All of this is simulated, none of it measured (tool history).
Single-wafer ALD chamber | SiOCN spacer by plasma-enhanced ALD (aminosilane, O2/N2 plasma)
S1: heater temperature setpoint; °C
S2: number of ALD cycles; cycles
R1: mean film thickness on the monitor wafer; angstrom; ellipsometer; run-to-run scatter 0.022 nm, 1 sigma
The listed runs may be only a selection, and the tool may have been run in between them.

{"run": 1, "hour": 0.0, "S1": 400, "S2": 56, "R1": 30.704}
{"run": 2, "hour": 5.4, "S1": 400, "S2": 57, "R1": 31.411}
{"run": 3, "hour": 14.3, "S1": 400, "S2": 58, "R1": 32.271}
{"run": 4, "hour": 20.2, "S1": 408, "S2": 58, "R1": 31.253}
{"run": 5, "hour": 27.1, "S1": 408, "S2": 63, "R1": 34.027}
{"run": 6, "hour": 35.7, "S1": 406, "S2": 63, "R1": 33.818}
{"run": 7, "hour": 39.3, "S1": 405, "S2": 64, "R1": 35.129}
{"run": 8, "hour": 40.1, "S1": 404, "S2": 64, "R1": 34.899}

Predict the results of run 9:
{"run": 9, "hour": 46.3, "S1": 403, "S2": 64, "R1": "?"}

R1: 34.639 angstrom
